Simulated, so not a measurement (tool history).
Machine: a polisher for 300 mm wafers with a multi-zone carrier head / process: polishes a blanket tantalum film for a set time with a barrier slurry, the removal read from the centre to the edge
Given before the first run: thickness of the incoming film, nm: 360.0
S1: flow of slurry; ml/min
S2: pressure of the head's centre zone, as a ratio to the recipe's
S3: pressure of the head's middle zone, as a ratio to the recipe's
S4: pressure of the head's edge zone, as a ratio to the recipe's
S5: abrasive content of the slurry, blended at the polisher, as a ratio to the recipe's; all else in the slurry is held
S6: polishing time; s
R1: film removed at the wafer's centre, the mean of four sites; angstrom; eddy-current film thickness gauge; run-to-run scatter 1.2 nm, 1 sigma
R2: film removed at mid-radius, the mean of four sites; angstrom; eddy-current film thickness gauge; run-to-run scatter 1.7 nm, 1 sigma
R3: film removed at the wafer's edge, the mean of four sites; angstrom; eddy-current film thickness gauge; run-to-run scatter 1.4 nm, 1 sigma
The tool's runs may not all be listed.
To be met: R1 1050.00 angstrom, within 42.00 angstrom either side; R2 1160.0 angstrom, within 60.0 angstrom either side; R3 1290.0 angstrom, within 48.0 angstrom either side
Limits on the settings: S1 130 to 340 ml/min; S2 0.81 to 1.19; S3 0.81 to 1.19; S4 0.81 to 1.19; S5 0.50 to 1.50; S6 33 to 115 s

| run | day | S1 | S2 | S3 | S4 | S5 | S6 | R1 | R2 | R3 |
|---|---|---|---|---|---|---|---|---|---|---|
| 1 | 0.000 | 220 | 1.00 | 1.00 | 1.00 | 1.00 | 73 | 1207.80 | 1297.6 | 1282.1 |
| 2 | 0.296 | 180 | 1.00 | 1.00 | 1.00 | 1.00 | 73 | 1203.30 | 1272.4 | 1274.4 |
| 3 | 0.617 | 180 | 1.00 | 1.00 | 1.00 | 1.00 | 63 | 1035.30 | 1067.7 | 1093.6 |
| 4 | 0.688 | 180 | 1.00 | 1.05 | 1.00 | 1.00 | 63 | 1038.90 | 1127.3 | 1097.8 |
| 5 | 0.925 | 180 | 0.99 | 1.05 | 1.02 | 1.00 | 63 | 1012.30 | 1150.2 | 1112.0 |
| 6 | 1.079 | 145 | 0.99 | 1.05 | 1.02 | 1.00 | 63 | 973.11 | 1116.7 | 1093.1 |
| 7 | 1.421 | 150 | 0.99 | 1.04 | 1.04 | 1.00 | 63 | 968.72 | 1109.6 | 1081.5 |
| 8 | 1.533 | 155 | 0.98 | 1.02 | 1.04 | 1.05 | 63 | 975.63 | 1103.3 | 1116.6 |
| 9 | 1.783 | 160 | 0.98 | 1.01 | 1.05 | 1.10 | 63 | 987.49 | 1118.1 | 1130.7 |
| 10 | 2.142 | 160 | 0.98 | 1.01 | 1.05 | 1.10 | 63 | 1006.50 | 1064.4 | 1132.0 |
| 11 | 2.492 | 160 | 0.98 | 1.01 | 1.06 | 1.10 | 63 | 1019.50 | 1112.1 | 1120.6 |
| 12 | 2.746 | 155 | 0.97 | 1.00 | 1.06 | 1.15 | 64 | 1026.60 | 1132.0 | 1169.9 |
| 13 | 2.888 | 155 | 0.96 | 0.99 | 1.07 | 1.15 | 64 | 1019.70 | 1071.3 | 1152.8 |

5 candidate next runs follow, results not yet known. Just one meets every target within its allowed miss. Identify it.
| A | 3.029 | 160 | 1.00 | 0.96 | 1.05 | 1.20 | 62 | ? | ? | ? |
| B | 3.029 | 155 | 0.98 | 1.02 | 1.09 | 1.20 | 65 | ? | ? | ? |
| C | 3.029 | 145 | 0.92 | 0.95 | 1.10 | 1.20 | 69 | ? | ? | ? |
| D | 3.029 | 165 | 1.05 | 0.88 | 1.03 | 1.05 | 66 | ? | ? | ? |
| E | 3.029 | 140 | 0.94 | 0.97 | 0.99 | 0.90 | 75 | ? | ? | ? |

| move | R1 | R2 | R3 |
|---|---|---|---|
| A | 1040.10 | 1085.9 | 1116.8 |
| B | 1062.90 | 1191.7 | 1187.1 |
| C | 1045.10 | 1179.5 | 1257.0 |
| D | 1125.80 | 1041.1 | 1139.9 |
| E | 1058.20 | 1189.9 | 1186.1 |
A: lands further from the targets than the last run did
B: closer than the last run, but not yet in spec
C: every result within its allowed miss
D: lands further from the targets than the last run did
E: closer than the last run, but not yet in spec
Answer: C

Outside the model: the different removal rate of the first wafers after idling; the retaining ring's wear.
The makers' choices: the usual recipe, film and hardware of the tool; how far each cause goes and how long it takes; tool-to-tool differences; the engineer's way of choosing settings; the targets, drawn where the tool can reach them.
